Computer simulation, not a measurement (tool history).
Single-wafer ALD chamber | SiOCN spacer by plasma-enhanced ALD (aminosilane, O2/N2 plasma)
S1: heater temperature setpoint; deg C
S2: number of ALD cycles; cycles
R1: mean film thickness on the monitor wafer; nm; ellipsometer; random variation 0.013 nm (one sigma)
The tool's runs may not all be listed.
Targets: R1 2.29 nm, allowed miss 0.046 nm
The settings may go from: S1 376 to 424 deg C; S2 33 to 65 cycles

run,hour,S1,S2,R1
1,0,400,49,3.004
2,1.9,394,49,2.9886
3,3.9,386,49,3.0033
4,7.7,386,46,2.8062
5,10.1,382,46,2.8231
6,13.2,391,46,2.8245
7,19.9,391,43,2.627
8,22.3,393,36,2.1933

4 next moves are on the table. One of them brings every result within its allowed miss. Which?
A,24.7,396,39,?
B,24.7,392,34,?
C,24.7,406,38,?
D,24.7,389,39,?

move,R1
A,2.3906
B,2.0841
C,2.2924
D,2.3906
A: takes the result that was furthest off past its target
B: further off than the last run
C: meets every target
D: takes the result that was furthest off past its target
Answer: C
